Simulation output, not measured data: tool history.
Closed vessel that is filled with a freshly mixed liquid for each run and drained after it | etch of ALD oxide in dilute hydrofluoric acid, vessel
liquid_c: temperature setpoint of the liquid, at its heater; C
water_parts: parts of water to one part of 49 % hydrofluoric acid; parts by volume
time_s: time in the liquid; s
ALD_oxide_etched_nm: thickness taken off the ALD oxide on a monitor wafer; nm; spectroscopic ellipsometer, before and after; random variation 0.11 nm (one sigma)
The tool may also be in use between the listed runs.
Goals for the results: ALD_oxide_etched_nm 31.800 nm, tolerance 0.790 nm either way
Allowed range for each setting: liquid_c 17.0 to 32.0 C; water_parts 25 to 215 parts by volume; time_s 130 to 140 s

run	hour	liquid_c	water_parts	time_s	ALD_oxide_etched_nm
1	0.0	24.0	120	130	14.054
2	7.8	24.0	90	130	19.335
3	14.9	24.0	75	130	23.525
4	15.9	24.0	75	130	23.523
5	17.0	24.0	75	140	25.385
6	19.0	24.0	115	140	15.802
7	24.3	26.5	105	140	19.351
8	30.0	28.0	95	140	22.810
9	36.4	28.0	95	140	22.903

Pick the move, out of 4, that brings all results within their allowed miss; only one does.
A	42.8	28.0	110	130	?
B	42.8	27.0	60	140	?
C	42.8	25.5	65	140	?
D	42.8	29.5	60	130	?

move	ALD_oxide_etched_nm
A	18.037
B	36.677
C	31.665
D	37.586
A: its largest miss is bigger than the last run's
B: the result that was furthest off in the last run now lies on the other side of its target
C: all results in spec
D: the result that was furthest off in the last run now lies on the other side of its target
The right move is C.
